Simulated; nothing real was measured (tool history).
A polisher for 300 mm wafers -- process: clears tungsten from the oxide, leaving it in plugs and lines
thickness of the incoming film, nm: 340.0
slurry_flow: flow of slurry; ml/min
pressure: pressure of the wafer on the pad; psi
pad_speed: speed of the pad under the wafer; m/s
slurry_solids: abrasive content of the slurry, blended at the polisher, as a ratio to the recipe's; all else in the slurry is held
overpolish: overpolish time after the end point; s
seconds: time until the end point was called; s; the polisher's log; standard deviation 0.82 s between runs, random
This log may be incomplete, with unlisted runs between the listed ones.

{"run": 1, "day": 0.0, "slurry_flow": 155, "pressure": 2.6, "pad_speed": 1.12, "slurry_solids": 1, "overpolish": 24, "seconds": 98.391}
{"run": 2, "day": 0.067, "slurry_flow": 155, "pressure": 2.1, "pad_speed": 1.12, "slurry_solids": 1, "overpolish": 24, "seconds": 120.34}
{"run": 3, "day": 0.208, "slurry_flow": 160, "pressure": 2.4, "pad_speed": 1.12, "slurry_solids": 1, "overpolish": 24, "seconds": 106.5}
{"run": 4, "day": 0.371, "slurry_flow": 125, "pressure": 2.4, "pad_speed": 1.12, "slurry_solids": 1, "overpolish": 24, "seconds": 111.83}
{"run": 5, "day": 0.483, "slurry_flow": 125, "pressure": 1.9, "pad_speed": 1.12, "slurry_solids": 1, "overpolish": 24, "seconds": 136.42}
{"run": 6, "day": 0.738, "slurry_flow": 140, "pressure": 2.2, "pad_speed": 1.12, "slurry_solids": 1, "overpolish": 24, "seconds": 117.46}
{"run": 7, "day": 0.971, "slurry_flow": 185, "pressure": 2.9, "pad_speed": 1.14, "slurry_solids": 1, "overpolish": 24, "seconds": 87.146}

Predict the results of run 8:
{"run": 8, "day": 1.079, "slurry_flow": 185, "pressure": 3, "pad_speed": 1.14, "slurry_solids": 1, "overpolish": 24, "seconds": "?"}

{"run 8": {"seconds": 84.945}}

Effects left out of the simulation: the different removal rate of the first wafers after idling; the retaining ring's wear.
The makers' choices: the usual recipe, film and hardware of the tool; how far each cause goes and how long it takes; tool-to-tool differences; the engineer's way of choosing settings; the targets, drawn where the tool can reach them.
